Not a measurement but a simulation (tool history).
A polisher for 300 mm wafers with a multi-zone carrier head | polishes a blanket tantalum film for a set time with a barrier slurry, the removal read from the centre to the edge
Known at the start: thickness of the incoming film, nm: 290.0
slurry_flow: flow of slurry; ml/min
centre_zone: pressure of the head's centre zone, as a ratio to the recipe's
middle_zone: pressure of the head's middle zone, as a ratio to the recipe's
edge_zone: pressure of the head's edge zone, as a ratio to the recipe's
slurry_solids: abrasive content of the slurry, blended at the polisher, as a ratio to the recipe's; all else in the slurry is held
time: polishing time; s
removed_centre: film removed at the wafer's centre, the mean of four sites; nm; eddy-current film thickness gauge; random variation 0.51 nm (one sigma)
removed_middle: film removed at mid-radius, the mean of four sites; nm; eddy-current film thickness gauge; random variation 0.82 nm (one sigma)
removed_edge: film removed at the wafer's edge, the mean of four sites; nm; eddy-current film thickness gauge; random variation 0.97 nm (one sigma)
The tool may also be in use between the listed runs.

Run 1, day 0: slurry_flow 210 ml/min, centre_zone 1, middle_zone 1, edge_zone 1, slurry_solids 1, time 60 s. Result: removed_centre 94.944 nm, removed_middle 93.823 nm, removed_edge 93.38 nm.
Run 2, day 0.196: slurry_flow 210 ml/min, centre_zone 1, middle_zone 1, edge_zone 1, slurry_solids 1, time 66 s. Result: removed_centre 103.15 nm, removed_middle 102.78 nm, removed_edge 101.38 nm.
Run 3, day 0.446: slurry_flow 180 ml/min, centre_zone 1, middle_zone 1, edge_zone 1, slurry_solids 1, time 66 s. Result: removed_centre 101.9 nm, removed_middle 101.42 nm, removed_edge 102.49 nm.
Run 4, day 0.729: slurry_flow 180 ml/min, centre_zone 1, middle_zone 1.07, edge_zone 1, slurry_solids 1, time 66 s. Result: removed_centre 104.2 nm, removed_middle 108.99 nm, removed_edge 99.826 nm.
Run 5, day 0.788: slurry_flow 130 ml/min, centre_zone 1, middle_zone 1.07, edge_zone 1, slurry_solids 1, time 66 s. Result: removed_centre 98.297 nm, removed_middle 101.2 nm, removed_edge 99.976 nm.
Run 6, day 1.012: slurry_flow 130 ml/min, centre_zone 1, middle_zone 1.07, edge_zone 1, slurry_solids 0.9, time 66 s. Result: removed_centre 94.217 nm, removed_middle 97.724 nm, removed_edge 95.764 nm.
Run 7, day 1.221: slurry_flow 140 ml/min, centre_zone 0.99, middle_zone 1.04, edge_zone 0.98, slurry_solids 0.85, time 66 s. Result: removed_centre 91.125 nm, removed_middle 94.181 nm, removed_edge 92.093 nm.
Run 8, day 1.433: slurry_flow 140 ml/min, centre_zone 0.97, middle_zone 1.01, edge_zone 0.96, slurry_solids 0.85, time 66 s. Result: removed_centre 91.361 nm, removed_middle 94.001 nm, removed_edge 91.29 nm.
Run 9, day 1.533: slurry_flow 140 ml/min, centre_zone 0.95, middle_zone 0.98, edge_zone 0.96, slurry_solids 0.8, time 66 s. Result: removed_centre 86.373 nm, removed_middle 90.704 nm, removed_edge 87.728 nm.

The next listed run, before its measurement:
Run 10, day 1.762: slurry_flow 135 ml/min, centre_zone 0.94, middle_zone 0.95, edge_zone 0.96, slurry_solids 0.8, time 66 s. Result: removed_centre ?, removed_middle ?, removed_edge ?.

{"run 10": {"removed_centre": 83.516, "removed_middle": 85.874, "removed_edge": 86.364}}
